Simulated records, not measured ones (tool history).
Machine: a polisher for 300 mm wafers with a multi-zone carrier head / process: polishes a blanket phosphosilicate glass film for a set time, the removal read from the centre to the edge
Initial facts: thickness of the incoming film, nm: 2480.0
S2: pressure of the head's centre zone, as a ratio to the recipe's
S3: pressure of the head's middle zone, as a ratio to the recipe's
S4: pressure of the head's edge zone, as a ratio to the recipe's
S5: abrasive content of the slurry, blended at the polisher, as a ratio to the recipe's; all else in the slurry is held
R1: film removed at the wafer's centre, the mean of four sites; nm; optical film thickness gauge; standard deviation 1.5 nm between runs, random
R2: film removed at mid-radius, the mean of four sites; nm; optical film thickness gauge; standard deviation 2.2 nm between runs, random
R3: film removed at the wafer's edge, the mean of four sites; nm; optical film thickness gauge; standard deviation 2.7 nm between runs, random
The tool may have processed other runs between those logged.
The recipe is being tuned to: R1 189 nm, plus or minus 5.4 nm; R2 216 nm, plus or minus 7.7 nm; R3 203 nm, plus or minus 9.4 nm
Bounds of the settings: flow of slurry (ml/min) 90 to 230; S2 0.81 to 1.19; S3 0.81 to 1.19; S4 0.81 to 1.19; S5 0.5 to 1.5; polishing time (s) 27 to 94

Run 1, hour 0: flow of slurry (ml/min) 150, S2 1, S3 1, S4 1, S5 1, polishing time (s) 60. Result: R1 273.1 nm, R2 269.5 nm, R3 279.14 nm.
Run 2, hour 5.2: flow of slurry (ml/min) 150, S2 1, S3 1, S4 1, S5 1, polishing time (s) 72. Result: R1 329 nm, R2 328.47 nm, R3 335.5 nm.
Run 3, hour 8.4: flow of slurry (ml/min) 145, S2 0.97, S3 1, S4 0.96, S5 0.85, polishing time (s) 69. Result: R1 277.07 nm, R2 280.25 nm, R3 289.65 nm.
Run 4, hour 9.7: flow of slurry (ml/min) 145, S2 0.97, S3 1, S4 0.96, S5 0.85, polishing time (s) 83. Result: R1 331.85 nm, R2 339.1 nm, R3 339.15 nm.
Run 5, hour 15.3: flow of slurry (ml/min) 145, S2 0.97, S3 1, S4 0.96, S5 0.85, polishing time (s) 73. Result: R1 294.07 nm, R2 298.46 nm, R3 296.73 nm.
Run 6, hour 17.5: flow of slurry (ml/min) 145, S2 0.97, S3 1, S4 0.96, S5 0.85, polishing time (s) 81. Result: R1 322.71 nm, R2 323.05 nm, R3 337.09 nm.
Run 7, hour 23: flow of slurry (ml/min) 140, S2 0.94, S3 1.02, S4 0.92, S5 0.75, polishing time (s) 77. Result: R1 273.14 nm, R2 290.49 nm, R3 285.82 nm.
Run 8, hour 27.4: flow of slurry (ml/min) 135, S2 0.92, S3 1.02, S4 0.89, S5 0.7, polishing time (s) 75. Result: R1 244.41 nm, R2 264.4 nm, R3 247.11 nm.
Run 9, hour 32.8: flow of slurry (ml/min) 125, S2 0.89, S3 1, S4 0.88, S5 0.7, polishing time (s) 75. Result: R1 232.49 nm, R2 260.14 nm, R3 246.4 nm.
Run 10, hour 34: flow of slurry (ml/min) 120, S2 0.88, S3 0.98, S4 0.86, S5 0.65, polishing time (s) 75. Result: R1 219.45 nm, R2 235.11 nm, R3 235.46 nm.
Run 11, hour 34.6: flow of slurry (ml/min) 125, S2 0.85, S3 1.05, S4 0.81, S5 0.5, polishing time (s) 71. Result: R1 156.93 nm, R2 184.89 nm, R3 167.07 nm.

Next run, 5 choices. One meets every target within its allowed miss, the rest don't. Which?
Run A, hour 35.2: flow of slurry (ml/min) 105, S2 0.88, S3 1.04, S4 0.85, S5 0.6, polishing time (s) 72. Result: R1 ?, R2 ?, R3 ?.
Run B, hour 35.2: flow of slurry (ml/min) 135, S2 0.95, S3 0.96, S4 0.82, S5 0.5, polishing time (s) 81. Result: R1 ?, R2 ?, R3 ?.
Run C, hour 35.2: flow of slurry (ml/min) 150, S2 1.09, S3 1.16, S4 0.81, S5 0.55, polishing time (s) 67. Result: R1 ?, R2 ?, R3 ?.
Run D, hour 35.2: flow of slurry (ml/min) 115, S2 0.98, S3 0.96, S4 0.81, S5 0.5, polishing time (s) 61. Result: R1 ?, R2 ?, R3 ?.
Run E, hour 35.2: flow of slurry (ml/min) 125, S2 1.13, S3 0.99, S4 0.81, S5 0.5, polishing time (s) 66. Result: R1 ?, R2 ?, R3 ?.

move      R1      R2      R3
   A     188  217.07   200.6
   B  196.68   198.9  190.84
   C   205.3  218.21  175.95
   D  146.35  145.14  139.83
   E  180.48  163.78  153.02
A: all results land within tolerance of their targets
B: pushes the last run's worst result past its target
C: pushes the last run's worst result past its target
D: misses by more than the last run did
E: misses by more than the last run did
The move that meets every target is A.
